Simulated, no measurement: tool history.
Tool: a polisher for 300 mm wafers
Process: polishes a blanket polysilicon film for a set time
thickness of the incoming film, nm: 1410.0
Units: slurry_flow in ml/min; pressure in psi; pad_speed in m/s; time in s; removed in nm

run	day	slurry_flow	pressure	pad_speed	time	removed
1	0.000	285	3.5	1.28	50	724.73
2	0.150	285	3.5	1.28	50	712.34
3	0.512	285	3.7	1.28	50	759.50
4	0.646	245	3.7	1.28	50	742.67
5	1.008	245	3.7	1.28	50	737.26
6	1.129	245	3.7	1.28	52	758.85
7	1.358	260	3.9	1.28	52	827.62

Forecast run 8:
8	1.529	260	3.9	1.28	52	?

Run 8 gave removed 833.17 nm.
